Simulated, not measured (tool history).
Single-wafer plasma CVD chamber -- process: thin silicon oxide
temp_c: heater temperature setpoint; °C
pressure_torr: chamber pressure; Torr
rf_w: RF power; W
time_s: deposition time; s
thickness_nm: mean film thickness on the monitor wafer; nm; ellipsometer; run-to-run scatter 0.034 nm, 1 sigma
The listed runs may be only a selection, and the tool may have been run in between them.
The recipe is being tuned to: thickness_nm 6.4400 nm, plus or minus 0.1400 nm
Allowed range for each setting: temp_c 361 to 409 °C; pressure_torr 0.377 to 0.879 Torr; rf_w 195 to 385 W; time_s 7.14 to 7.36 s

run    day  temp_c  pressure_torr  rf_w  time_s  thickness_nm
  1  0.000     385          0.628   290    7.14        9.8951
  2  0.062     385          0.628   290    7.14        9.8520
  3  0.088     385          0.580   290    7.14        9.3299
  4  0.312     385          0.539   275    7.14        8.5000
  5  0.442     385          0.506   270    7.14        7.9395
  6  0.596     385          0.506   270    7.14        7.9215
  7  0.875     385          0.380   265    7.14        6.0683
  8  1.171     385          0.386   265    7.14        6.2079
  9  1.379     385          0.390   265    7.14        6.2653

Pick the move, out of 5, that brings all results within their allowed miss; only one does.
  A  1.588     383          0.377   260    7.29             ?
  B  1.588     382          0.383   230    7.22             ?
  C  1.588     390          0.399   225    7.36             ?
  D  1.588     378          0.398   250    7.32             ?
  E  1.588     383          0.394   245    7.14             ?

move  thickness_nm
   A        6.1690
   B        5.9269
   C        6.1819
   D        6.4393
   E        6.1549
A: the biggest miss grows against the last run
B: the biggest miss grows against the last run
C: the biggest miss grows against the last run
D: meets every target
E: the biggest miss grows against the last run
The move that meets every target is D.
